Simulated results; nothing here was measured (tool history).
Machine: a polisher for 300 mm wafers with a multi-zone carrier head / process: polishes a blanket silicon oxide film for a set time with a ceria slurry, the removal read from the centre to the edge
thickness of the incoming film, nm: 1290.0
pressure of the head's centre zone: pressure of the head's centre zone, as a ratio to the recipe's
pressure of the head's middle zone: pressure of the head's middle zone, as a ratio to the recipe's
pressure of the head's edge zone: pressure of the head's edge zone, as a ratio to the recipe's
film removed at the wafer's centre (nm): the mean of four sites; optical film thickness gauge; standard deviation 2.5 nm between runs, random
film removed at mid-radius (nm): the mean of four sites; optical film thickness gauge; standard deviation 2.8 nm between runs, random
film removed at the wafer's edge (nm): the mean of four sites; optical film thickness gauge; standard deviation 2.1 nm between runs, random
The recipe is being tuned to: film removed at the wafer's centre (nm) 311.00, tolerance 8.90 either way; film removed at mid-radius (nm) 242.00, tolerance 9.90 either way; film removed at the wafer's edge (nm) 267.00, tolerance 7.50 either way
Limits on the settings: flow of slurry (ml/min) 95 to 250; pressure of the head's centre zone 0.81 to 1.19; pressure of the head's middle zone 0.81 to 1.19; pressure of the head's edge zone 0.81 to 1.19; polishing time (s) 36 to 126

| run | hour | flow of slurry (ml/min) | pressure of the head's centre zone | pressure of the head's middle zone | pressure of the head's edge zone | polishing time (s) | film removed at the wafer's centre (nm) | film removed at mid-radius (nm) | film removed at the wafer's edge (nm) |
|---|---|---|---|---|---|---|---|---|---|
| 1 | 0.0 | 160 | 1.00 | 1.00 | 1.00 | 81 | 325.27 | 316.95 | 320.54 |
| 2 | 2.1 | 160 | 1.00 | 1.00 | 1.00 | 69 | 276.81 | 276.15 | 268.13 |
| 3 | 9.8 | 160 | 1.02 | 0.98 | 1.00 | 69 | 282.28 | 263.57 | 269.30 |
| 4 | 14.8 | 160 | 1.10 | 0.98 | 1.00 | 69 | 305.23 | 271.92 | 269.31 |
| 5 | 19.6 | 160 | 1.11 | 0.96 | 1.00 | 69 | 308.27 | 267.41 | 272.62 |
| 6 | 26.6 | 160 | 1.12 | 0.95 | 0.99 | 69 | 312.07 | 267.38 | 269.06 |
| 7 | 29.5 | 160 | 1.12 | 0.94 | 0.99 | 69 | 308.67 | 258.46 | 274.07 |
| 8 | 36.0 | 160 | 1.13 | 0.93 | 0.98 | 69 | 310.23 | 260.07 | 270.74 |
| 9 | 37.8 | 160 | 1.14 | 0.92 | 0.98 | 69 | 318.77 | 259.71 | 270.60 |

Pick the move, out of 4, that brings all results within their allowed miss; only one does.
| A | 39.6 | 160 | 1.05 | 0.97 | 1.00 | 72 | ? | ? | ? |
| B | 39.6 | 160 | 1.19 | 0.85 | 0.97 | 69 | ? | ? | ? |
| C | 39.6 | 185 | 1.09 | 1.03 | 1.04 | 68 | ? | ? | ? |
| D | 39.6 | 120 | 1.15 | 0.87 | 0.92 | 72 | ? | ? | ? |

| move | film removed at the wafer's centre (nm) | film removed at mid-radius (nm) | film removed at the wafer's edge (nm) |
|---|---|---|---|
| A | 301.80 | 275.42 | 284.15 |
| B | 327.81 | 238.18 | 269.95 |
| C | 303.95 | 279.07 | 276.40 |
| D | 310.20 | 239.31 | 266.08 |
A: lands further from the targets than the last run did
B: corrects the largest miss of the last run, while another result sits out of spec
C: lands further from the targets than the last run did
D: meets every target
Move D is the one to make.

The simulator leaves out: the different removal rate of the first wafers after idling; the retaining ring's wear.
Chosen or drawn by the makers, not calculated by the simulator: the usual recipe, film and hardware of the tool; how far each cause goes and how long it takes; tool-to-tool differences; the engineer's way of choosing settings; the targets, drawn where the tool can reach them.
